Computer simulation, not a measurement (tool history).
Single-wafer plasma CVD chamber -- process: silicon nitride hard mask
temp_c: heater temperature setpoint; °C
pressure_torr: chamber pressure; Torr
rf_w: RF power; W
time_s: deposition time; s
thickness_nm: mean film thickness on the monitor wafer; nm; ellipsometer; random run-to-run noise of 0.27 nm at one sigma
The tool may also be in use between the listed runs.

run  hour  temp_c  pressure_torr  rf_w  time_s  thickness_nm
  1   0.0     400           1.61   390    31.4        37.474
  2   3.4     400           1.61   390    29.7        35.519
  3   8.0     408           1.61   390    29.7        35.012
  4  13.4     402           1.61   390    29.7        35.223
  5  16.5     402           1.61   390    31.4        36.967
  6  18.6     406           1.61   390    31.4        37.604

Expected results for the next run?
  7  20.6     406           1.69   400    31.4             ?

{"run 7": {"thickness_nm": 39.03}}
